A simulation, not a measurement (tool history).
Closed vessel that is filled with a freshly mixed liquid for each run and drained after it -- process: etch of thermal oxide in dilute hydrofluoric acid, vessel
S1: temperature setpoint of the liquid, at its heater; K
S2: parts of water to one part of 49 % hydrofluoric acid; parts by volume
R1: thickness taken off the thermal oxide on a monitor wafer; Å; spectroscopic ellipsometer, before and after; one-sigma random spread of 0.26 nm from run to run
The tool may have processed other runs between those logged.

{"run": 1, "hour": 0.0, "S1": 297.15, "S2": 95, "time in the liquid (s)": 685, "R1": 327.84}
{"run": 2, "hour": 6.0, "S1": 296.15, "S2": 95, "time in the liquid (s)": 685, "R1": 311.34}
{"run": 3, "hour": 7.9, "S1": 296.15, "S2": 60, "time in the liquid (s)": 685, "R1": 517.89}
{"run": 4, "hour": 16.4, "S1": 294.15, "S2": 70, "time in the liquid (s)": 685, "R1": 405.65}
{"run": 5, "hour": 21.0, "S1": 292.15, "S2": 70, "time in the liquid (s)": 685, "R1": 377.94}
{"run": 6, "hour": 28.0, "S1": 292.15, "S2": 35, "time in the liquid (s)": 685, "R1": 783.18}

The next listed run, before its measurement:
{"run": 7, "hour": 30.3, "S1": 291.65, "S2": 50, "time in the liquid (s)": 685, "R1": "?"}

{"run 7": {"R1": 523.85}}
